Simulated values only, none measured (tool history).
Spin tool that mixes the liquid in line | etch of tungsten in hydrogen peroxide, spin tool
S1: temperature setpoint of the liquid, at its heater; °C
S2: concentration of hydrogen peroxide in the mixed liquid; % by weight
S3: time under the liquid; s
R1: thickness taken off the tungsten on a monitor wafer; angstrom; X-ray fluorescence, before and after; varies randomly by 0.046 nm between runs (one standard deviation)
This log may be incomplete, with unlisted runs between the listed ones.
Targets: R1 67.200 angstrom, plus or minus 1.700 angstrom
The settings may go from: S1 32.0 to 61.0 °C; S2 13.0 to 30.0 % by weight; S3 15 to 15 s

| run | hour | S1 | S2 | S3 | R1 |
|---|---|---|---|---|---|
| 1 | 0.0 | 45.0 | 24.0 | 15 | 176.670 |
| 2 | 5.4 | 42.0 | 22.5 | 15 | 140.210 |
| 3 | 7.5 | 39.5 | 21.5 | 15 | 117.460 |
| 4 | 13.3 | 45.5 | 21.5 | 15 | 170.200 |
| 5 | 21.9 | 50.5 | 21.5 | 15 | 234.420 |
| 6 | 29.4 | 50.5 | 21.5 | 15 | 231.640 |
| 7 | 35.2 | 50.5 | 21.5 | 15 | 234.390 |
| 8 | 40.7 | 46.0 | 20.5 | 15 | 174.480 |
| 9 | 42.2 | 42.5 | 19.5 | 15 | 134.840 |
| 10 | 44.8 | 40.0 | 19.0 | 15 | 113.890 |
| 11 | 53.3 | 38.0 | 18.5 | 15 | 98.748 |
| 12 | 62.1 | 36.5 | 18.5 | 15 | 88.341 |

Pick the move, out of 4, that brings all results within their allowed miss; only one does.
| A | 70.9 | 34.0 | 15.0 | 15 | ? |
| B | 70.9 | 35.0 | 17.5 | 15 | ? |
| C | 70.9 | 35.0 | 15.5 | 15 | ? |
| D | 70.9 | 34.0 | 18.0 | 15 | ? |

| move | R1 |
|---|---|
| A | 67.897 |
| B | 78.453 |
| C | 73.834 |
| D | 74.377 |
A: all results land within tolerance of their targets
B: nearer than the last run, and not there yet
C: nearer than the last run, and not there yet
D: nearer than the last run, and not there yet
Move A is the one to make.

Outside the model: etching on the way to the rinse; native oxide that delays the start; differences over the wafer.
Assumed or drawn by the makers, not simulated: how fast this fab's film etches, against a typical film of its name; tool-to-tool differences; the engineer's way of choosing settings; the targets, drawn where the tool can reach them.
